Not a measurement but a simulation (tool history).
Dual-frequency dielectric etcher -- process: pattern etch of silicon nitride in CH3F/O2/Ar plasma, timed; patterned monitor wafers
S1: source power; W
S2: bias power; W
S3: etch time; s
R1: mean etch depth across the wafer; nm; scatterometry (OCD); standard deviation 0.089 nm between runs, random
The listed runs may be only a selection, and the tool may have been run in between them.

run  hour   S1  S2    S3      R1
  1   0.0  410  84  29.0  23.594
  2   8.6  410  84  26.5  21.561
  3  17.5  410  74  26.5  20.595
  4  23.6  420  74  26.5  20.944
     28.3  -- bias power generator calibrated
  5  28.3  430  74  26.5  21.107
  6  31.7  430  66  26.5  20.121

What will run 7 give?
  7  33.8  450  66  26.5   ?

{"run 7": {"R1": 20.355}}
